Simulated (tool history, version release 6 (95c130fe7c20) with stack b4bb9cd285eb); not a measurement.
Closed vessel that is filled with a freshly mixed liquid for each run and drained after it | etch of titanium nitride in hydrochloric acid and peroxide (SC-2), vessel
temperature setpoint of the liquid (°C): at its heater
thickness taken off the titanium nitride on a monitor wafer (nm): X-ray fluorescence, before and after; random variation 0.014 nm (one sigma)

run  hour  temperature setpoint of the liquid (°C)  parts of water to one part each of 37 % hydrochloric acid and 30 % peroxide (parts by volume)  time in the liquid (s)  thickness taken off the titanium nitride on a monitor wafer (nm)
  1     0                                       50                                                                                              6                      45                                                            2.4384
  2   3.3                                     48.5                                                                                              6                      45                                                            2.2037
  3   4.6                                       47                                                                                              6                      45                                                            1.9752
  4   6.9                                       47                                                                                              6                      45                                                            2.0206
  5    13                                     50.5                                                                                              6                      45                                                            2.5065
  6  16.8                                     48.5                                                                                              6                      45                                                            2.2341
  7  19.5                                       47                                                                                              6                      45                                                            1.9828
  8    28                                       46                                                                                              6                      45                                                            1.8459
  9  33.1                                     45.5                                                                                              6                      45                                                            1.8502
 10  37.2                                     44.5                                                                                              6                      45                                                            1.6702

Run 11 comes next. What will it give?
 11  38.7                                       44                                                                                              6                      45                                                                 ?

{"run 11": {"thickness taken off the titanium nitride on a monitor wafer (nm)": 1.6396}}
